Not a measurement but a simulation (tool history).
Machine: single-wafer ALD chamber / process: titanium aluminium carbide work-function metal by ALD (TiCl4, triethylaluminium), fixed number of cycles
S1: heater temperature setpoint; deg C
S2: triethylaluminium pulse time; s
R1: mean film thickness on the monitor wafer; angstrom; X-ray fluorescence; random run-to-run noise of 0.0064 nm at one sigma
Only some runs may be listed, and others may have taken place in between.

run 1 day=0.000 | S1=275 S2=7.39 | R1=18.178
run 2 day=0.300 | S1=275 S2=8.33 | R1=18.679
run 3 day=0.654 | S1=275 S2=7.56 | R1=18.359
run 4 day=0.838 | S1=272 S2=7.35 | R1=17.861
run 5 day=0.883 | S1=264 S2=7.35 | R1=17.358
run 6 day=0.904 | S1=262 S2=7.17 | R1=17.223
run 7 day=1.142 | S1=261 S2=6.96 | R1=16.890
run 8 day=1.442 | S1=260 S2=6.87 | R1=16.776
run 9 day=1.767 | S1=259 S2=6.80 | R1=16.500
run 10 day=2.138 | S1=258 S2=6.78 | R1=16.446
run 11 day=2.429 | S1=257 S2=6.76 | R1=16.443

For run 12, what comes out?
run 12 day=2.467 | S1=256 S2=6.74 | R1=?

Run 12 came out at R1 16.307 angstrom.
